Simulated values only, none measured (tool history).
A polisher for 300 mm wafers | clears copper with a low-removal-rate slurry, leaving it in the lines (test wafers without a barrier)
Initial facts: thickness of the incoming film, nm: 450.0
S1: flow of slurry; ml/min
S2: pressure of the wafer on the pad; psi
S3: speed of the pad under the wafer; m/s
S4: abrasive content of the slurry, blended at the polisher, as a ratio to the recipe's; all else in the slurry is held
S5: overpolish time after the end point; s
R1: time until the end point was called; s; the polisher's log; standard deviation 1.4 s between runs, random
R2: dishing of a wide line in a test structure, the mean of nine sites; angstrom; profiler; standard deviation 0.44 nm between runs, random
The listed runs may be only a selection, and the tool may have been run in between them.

run,hour,S1,S2,S3,S4,S5,R1,R2
1,0.0,125,3.1,0.88,1.0,8,123.35,202.75
2,4.3,125,3.1,0.72,1.0,8,147.98,169.62
3,10.0,125,3.1,0.60,1.0,8,178.97,142.61
4,16.8,125,3.1,0.60,1.0,10,173.12,175.06
5,23.8,135,3.6,0.60,1.0,10,155.35,197.99
6,25.7,105,3.6,0.60,1.0,10,165.95,187.15
7,30.4,105,3.6,0.60,1.0,10,168.24,183.85
8,33.0,125,4.0,0.60,1.0,10,152.13,196.71
9,37.3,135,4.3,0.64,1.0,10,132.40,238.72
10,45.1,135,4.3,0.64,1.0,10,131.30,227.19

Run 11 is up next; what results do you expect?
11,50.9,145,4.5,0.66,1.0,10,?,?

R1: 122.13 s
R2: 242.46 angstrom
